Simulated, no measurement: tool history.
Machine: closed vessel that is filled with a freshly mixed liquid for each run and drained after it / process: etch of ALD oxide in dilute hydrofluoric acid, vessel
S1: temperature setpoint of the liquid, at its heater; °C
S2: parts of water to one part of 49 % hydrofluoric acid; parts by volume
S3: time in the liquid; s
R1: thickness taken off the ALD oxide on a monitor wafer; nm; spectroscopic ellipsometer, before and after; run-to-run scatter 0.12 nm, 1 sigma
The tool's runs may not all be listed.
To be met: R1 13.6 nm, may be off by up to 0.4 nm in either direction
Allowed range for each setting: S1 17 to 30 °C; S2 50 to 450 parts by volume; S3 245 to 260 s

run	hour	S1	S2	S3	R1
1	0	22	250	245	18.744
2	6.9	21	255	245	17.924
3	12.9	20.5	260	245	17.145
4	19.4	20.5	260	260	18.201
5	22.9	20.5	260	245	16.997
6	28	20	265	245	16.455
7	35.1	20	265	245	16.183
8	38.1	19.5	265	245	16.096
9	41.2	19	270	245	15.211
10	43.2	18.5	270	245	15.081
11	44.3	17.5	275	245	14.327

Below are 5 possible settings for the next run. Only one of them brings all results inside the allowed miss of their targets. Which is it?
A	45.4	17	260	250	?
B	45.4	17	285	250	?
C	45.4	17.5	325	260	?
D	45.4	17	315	260	?
E	45.4	17	260	260	?

move	R1
A	15.446
B	13.793
C	12.397
D	12.658
E	16.064
A: moves away from the targets compared with the last run
B: every result within its allowed miss
C: takes the result that was furthest off past its target
D: takes the result that was furthest off past its target
E: moves away from the targets compared with the last run
The move that meets every target is B.

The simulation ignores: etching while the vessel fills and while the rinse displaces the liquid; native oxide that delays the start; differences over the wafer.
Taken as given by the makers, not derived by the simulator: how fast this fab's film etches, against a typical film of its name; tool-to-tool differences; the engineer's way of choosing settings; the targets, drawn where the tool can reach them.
